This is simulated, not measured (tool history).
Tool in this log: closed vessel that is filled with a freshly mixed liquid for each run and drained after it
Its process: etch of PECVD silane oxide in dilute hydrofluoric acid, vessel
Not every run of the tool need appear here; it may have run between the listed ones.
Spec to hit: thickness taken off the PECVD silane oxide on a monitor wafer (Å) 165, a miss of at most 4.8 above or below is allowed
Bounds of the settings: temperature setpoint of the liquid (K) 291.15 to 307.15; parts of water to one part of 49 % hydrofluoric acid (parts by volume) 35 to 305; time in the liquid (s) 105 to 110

| run | day | temperature setpoint of the liquid (K) | parts of water to one part of 49 % hydrofluoric acid (parts by volume) | time in the liquid (s) | thickness taken off the PECVD silane oxide on a monitor wafer (Å) |
|---|---|---|---|---|---|
| 1 | 0 | 299.15 | 170 | 105 | 206.67 |
| 2 | 0.038 | 296.65 | 170 | 105 | 189.88 |
| 3 | 0.325 | 296.65 | 220 | 105 | 138.53 |
| 4 | 0.367 | 297.15 | 220 | 105 | 140.23 |
| 5 | 0.467 | 294.65 | 220 | 105 | 127.52 |
| 6 | 0.529 | 295.15 | 220 | 105 | 130.86 |
| 7 | 0.875 | 295.65 | 220 | 105 | 132.05 |
| 8 | 1.121 | 296.15 | 220 | 105 | 135.58 |
| 9 | 1.475 | 296.15 | 220 | 105 | 135.44 |
| 10 | 1.833 | 296.65 | 220 | 105 | 137.62 |
| 11 | 2.012 | 297.15 | 220 | 105 | 140.11 |
| 12 | 2.296 | 297.65 | 220 | 105 | 143.09 |
|  | 2.354 | hydrofluoric acid flow meter replaced |
| 13 | 2.354 | 298.15 | 220 | 105 | 158.85 |

Consider the 5 candidate settings below. Which is the only one whose results all fall within their allowed miss of target?
| A | 2.412 | 297.65 | 220 | 105 | ? |
| B | 2.412 | 299.15 | 250 | 110 | ? |
| C | 2.412 | 298.15 | 225 | 105 | ? |
| D | 2.412 | 297.15 | 195 | 105 | ? |
| E | 2.412 | 297.15 | 215 | 110 | ? |

| move | thickness taken off the PECVD silane oxide on a monitor wafer (Å) |
|---|---|
| A | 153.8 |
| B | 144.87 |
| C | 152.31 |
| D | 175 |
| E | 162.76 |
A: its largest miss is bigger than the last run's
B: its largest miss is bigger than the last run's
C: its largest miss is bigger than the last run's
D: moves the result that the last run missed by most past its target, out the other side
E: each result inside its tolerance
So the answer is move E, the one that meets all the targets.
